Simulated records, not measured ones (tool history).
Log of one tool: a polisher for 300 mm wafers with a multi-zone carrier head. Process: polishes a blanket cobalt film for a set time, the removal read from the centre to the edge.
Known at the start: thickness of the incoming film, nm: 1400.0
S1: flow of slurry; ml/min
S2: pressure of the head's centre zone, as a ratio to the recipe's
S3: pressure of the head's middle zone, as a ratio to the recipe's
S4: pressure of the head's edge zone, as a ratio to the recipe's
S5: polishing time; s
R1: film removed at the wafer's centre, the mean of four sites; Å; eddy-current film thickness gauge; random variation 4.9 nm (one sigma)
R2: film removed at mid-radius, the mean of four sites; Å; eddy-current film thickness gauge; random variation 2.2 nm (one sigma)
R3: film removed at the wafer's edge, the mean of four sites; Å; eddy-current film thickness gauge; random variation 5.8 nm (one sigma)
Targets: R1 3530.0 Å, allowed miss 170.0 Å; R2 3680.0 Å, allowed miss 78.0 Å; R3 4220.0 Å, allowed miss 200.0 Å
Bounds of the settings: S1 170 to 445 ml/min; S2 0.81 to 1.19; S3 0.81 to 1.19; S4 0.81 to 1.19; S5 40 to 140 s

run  hour   S1    S2    S3    S4   S5      R1      R2      R3
  1   0.0  285  1.00  1.00  1.00   90  4329.3  4487.8  4460.7
  2   2.4  280  0.97  0.97  1.00   89  4124.8  4286.0  4469.7
  3   3.8  280  0.97  0.94  1.00   89  4159.4  4232.7  4584.6
  4   9.4  280  0.97  0.94  1.00  105  4954.1  4995.2  5262.3
  5  11.1  280  0.88  0.94  1.00  105  4547.5  5039.1  5258.3
  6  12.9  225  0.88  0.94  1.00  105  4475.8  4899.6  5332.1
  7  18.4  230  0.87  0.92  0.98  101  4165.7  4519.0  4928.6
  8  25.1  225  0.86  0.90  0.96  100  4054.8  4508.0  4950.0
  9  28.8  225  0.86  0.90  0.96  100  4021.1  4464.6  4669.3
 10  31.1  200  0.84  0.81  0.97   89  3395.3  3563.7  4160.2
 11  34.4  205  0.84  0.81  0.97   89  3463.2  3588.2  4205.4
 12  35.4  210  0.84  0.81  0.97   89  3522.2  3603.0  4311.4
 13  37.9  210  0.84  0.81  0.96   89  3530.0  3610.1  4312.7

Which of these 5 next moves meets every target?
  A  40.4  385  0.96  0.86  1.01  77   ?   ?   ?
  B  40.4  265  0.90  0.89  1.05  82   ?   ?   ?
  C  40.4  210  0.91  0.81  0.99  85   ?   ?   ?
  D  40.4  210  0.81  0.87  0.95  86   ?   ?   ?
  E  40.4  225  0.96  0.85  0.89  83   ?   ?   ?

move      R1      R2      R3
   A  3720.8  3511.8  3959.3
   B  3569.9  3713.5  4170.8
   C  3614.5  3455.6  4123.0
   D  3253.1  3709.3  4096.3
   E  3767.5  3544.4  3878.9
A: further off than the last run
B: meets every target
C: further off than the last run
D: brings the result that was furthest off to its target, and leaves another outside
E: further off than the last run
Answer: B

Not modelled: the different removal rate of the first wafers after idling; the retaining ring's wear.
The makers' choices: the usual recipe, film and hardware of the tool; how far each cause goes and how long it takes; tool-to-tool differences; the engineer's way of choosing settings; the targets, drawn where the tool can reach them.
